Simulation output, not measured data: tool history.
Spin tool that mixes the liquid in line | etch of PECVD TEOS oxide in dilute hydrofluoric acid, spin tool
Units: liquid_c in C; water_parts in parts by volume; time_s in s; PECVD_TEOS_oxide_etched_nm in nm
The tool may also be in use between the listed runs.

run 1 day=0 | liquid_c=25 water_parts=260 time_s=260 | PECVD_TEOS_oxide_etched_nm=5.8487
run 2 day=0.217 | liquid_c=27.5 water_parts=200 time_s=260 | PECVD_TEOS_oxide_etched_nm=8.9009
run 3 day=0.567 | liquid_c=29.5 water_parts=200 time_s=260 | PECVD_TEOS_oxide_etched_nm=9.5731
run 4 day=0.85 | liquid_c=30.5 water_parts=165 time_s=260 | PECVD_TEOS_oxide_etched_nm=12.503
run 5 day=1.083 | liquid_c=30.5 water_parts=165 time_s=260 | PECVD_TEOS_oxide_etched_nm=12.655
run 6 day=1.25 | liquid_c=31.5 water_parts=150 time_s=260 | PECVD_TEOS_oxide_etched_nm=14.433
run 7 day=1.45 | liquid_c=33 water_parts=100 time_s=260 | PECVD_TEOS_oxide_etched_nm=24.868
run 8 day=1.783 | liquid_c=31.5 water_parts=100 time_s=260 | PECVD_TEOS_oxide_etched_nm=23.782
run 9 day=1.933 | liquid_c=29 water_parts=100 time_s=260 | PECVD_TEOS_oxide_etched_nm=21.504

Forecast run 10:
run 10 day=2.058 | liquid_c=27.5 water_parts=100 time_s=260 | PECVD_TEOS_oxide_etched_nm=?

{"run 10": {"PECVD_TEOS_oxide_etched_nm": 20.382}}

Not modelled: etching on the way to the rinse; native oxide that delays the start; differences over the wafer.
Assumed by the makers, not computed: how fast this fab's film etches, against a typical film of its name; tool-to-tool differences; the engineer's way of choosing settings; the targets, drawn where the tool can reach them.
